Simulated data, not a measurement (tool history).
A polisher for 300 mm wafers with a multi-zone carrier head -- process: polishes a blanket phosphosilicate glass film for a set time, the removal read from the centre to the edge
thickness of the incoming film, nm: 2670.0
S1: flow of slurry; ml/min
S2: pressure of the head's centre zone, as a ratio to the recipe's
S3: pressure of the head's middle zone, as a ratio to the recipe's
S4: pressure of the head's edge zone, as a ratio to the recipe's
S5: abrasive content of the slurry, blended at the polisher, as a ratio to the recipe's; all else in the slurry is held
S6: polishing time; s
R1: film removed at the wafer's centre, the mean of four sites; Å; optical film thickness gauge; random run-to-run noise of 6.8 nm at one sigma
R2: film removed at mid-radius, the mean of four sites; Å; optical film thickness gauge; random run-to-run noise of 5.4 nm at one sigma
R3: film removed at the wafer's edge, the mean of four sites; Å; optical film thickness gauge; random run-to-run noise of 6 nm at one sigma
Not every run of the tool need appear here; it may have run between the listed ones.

| run | hour | S1 | S2 | S3 | S4 | S5 | S6 | R1 | R2 | R3 |
|---|---|---|---|---|---|---|---|---|---|---|
| 1 | 0 | 175 | 1 | 1 | 1 | 1 | 56 | 4312 | 4219.4 | 4280.1 |
| 2 | 5.4 | 175 | 1 | 1 | 1 | 0.85 | 56 | 3998.5 | 3855.1 | 3925.1 |
| 3 | 7 | 180 | 1 | 1.01 | 1.04 | 1 | 56 | 4294.5 | 4257.1 | 4288.9 |
| 4 | 8 | 180 | 0.99 | 1 | 1.05 | 1.15 | 56 | 4696.1 | 4517.3 | 4604 |
| 5 | 9.1 | 180 | 0.96 | 1 | 1.08 | 1.25 | 57 | 4812.1 | 4874.1 | 5095.2 |
| 6 | 15.9 | 180 | 0.88 | 1 | 1.08 | 1.25 | 57 | 4358.2 | 4799.3 | 5017 |

Estimate the outcome of run 7 from the log above:
| 7 | 17.1 | 225 | 0.98 | 1.04 | 1.14 | 1.3 | 57 | ? | ? | ? |

For run 7 the tool returned R1 4993.7 Å, R2 5136.2 Å, R3 5284.3 Å.
